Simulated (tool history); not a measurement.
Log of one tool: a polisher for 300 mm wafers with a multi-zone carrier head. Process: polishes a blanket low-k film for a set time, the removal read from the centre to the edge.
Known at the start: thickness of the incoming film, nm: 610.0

run  hour  flow of slurry (ml/min)  pressure of the head's centre zone  pressure of the head's middle zone  pressure of the head's edge zone  abrasive content of the slurry  polishing time (s)  film removed at the wafer's centre (angstrom)  film removed at mid-radius (angstrom)  film removed at the wafer's edge (angstrom)
  1   0.0                      125                                1.00                                1.00                              1.00                            1.00                  38                                         128.60                                 124.82                                       123.43
  2   7.4                      140                                1.00                                1.00                              1.00                            1.00                  38                                         132.99                                 129.02                                       128.17
  3  12.4                      140                                1.00                                1.08                              1.00                            1.00                  38                                         127.73                                 134.08                                       129.13
  4  16.1                      145                                1.02                                1.07                              1.02                            1.05                  38                                         136.61                                 140.14                                       131.48
  5  18.3                      145                                1.02                                1.07                              1.02                            1.05                  43                                         156.28                                 155.11                                       149.27
  6  26.1                      145                                1.02                                1.05                              1.04                            1.10                  43                                         164.62                                 161.40                                       155.24
  7  32.0                      150                                1.02                                1.02                              1.06                            1.10                  43                                         165.15                                 154.86                                       157.35

The next listed run, before its measurement:
  8  35.7                      155                                1.03                                1.01                              1.07                            1.10                  43                                              ?                                      ?                                            ?

{"run 8": {"film removed at the wafer's centre (angstrom)": 167.87, "film removed at mid-radius (angstrom)": 155.57, "film removed at the wafer's edge (angstrom)": 159.86}}
